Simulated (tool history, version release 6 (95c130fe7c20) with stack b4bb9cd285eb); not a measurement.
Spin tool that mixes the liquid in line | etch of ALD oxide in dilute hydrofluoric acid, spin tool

run,day,temperature setpoint of the liquid (K),parts of water to one part of 49 % hydrofluoric acid (parts by volume),time under the liquid (s),thickness taken off the ALD oxide on a monitor wafer (Å)
1,0,297.15,265,280,205.26
2,0.283,297.15,225,280,249.71
3,0.404,297.15,225,300,266.47
4,0.55,295.15,255,300,213.12
5,0.629,293.65,270,300,188.81
6,0.996,293.65,190,300,290.59
7,1.117,292.65,225,300,227.97
# day 1.296: thermometer replaced
8,1.296,292.15,250,300,182.89

Run 9 comes next. What will it give?
9,1.342,291.65,260,300,?

{"run 9": {"thickness taken off the ALD oxide on a monitor wafer (Å)": 170.73}}
